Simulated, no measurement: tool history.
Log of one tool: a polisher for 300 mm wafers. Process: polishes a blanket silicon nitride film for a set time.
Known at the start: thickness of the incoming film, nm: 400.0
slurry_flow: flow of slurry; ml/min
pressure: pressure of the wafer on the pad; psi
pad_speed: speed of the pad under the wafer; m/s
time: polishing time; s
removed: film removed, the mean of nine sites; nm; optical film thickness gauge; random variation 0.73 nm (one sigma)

run,hour,slurry_flow,pressure,pad_speed,time,removed
1,0,280,4.3,0.9,52,92.998
2,4.2,280,4.3,1.02,52,100.52
3,10.4,280,3.6,1,52,85.907
4,14.1,280,3.6,1,52,86.418
5,22.8,280,4,1,52,93.31
6,29.9,280,3.4,0.96,52,81.305
7,38.6,280,2.2,0.8,51,50.329

Run 8 comes next. What will it give?
8,44.1,280,2.3,0.8,51,?

Run 8 gave removed 51.066 nm.
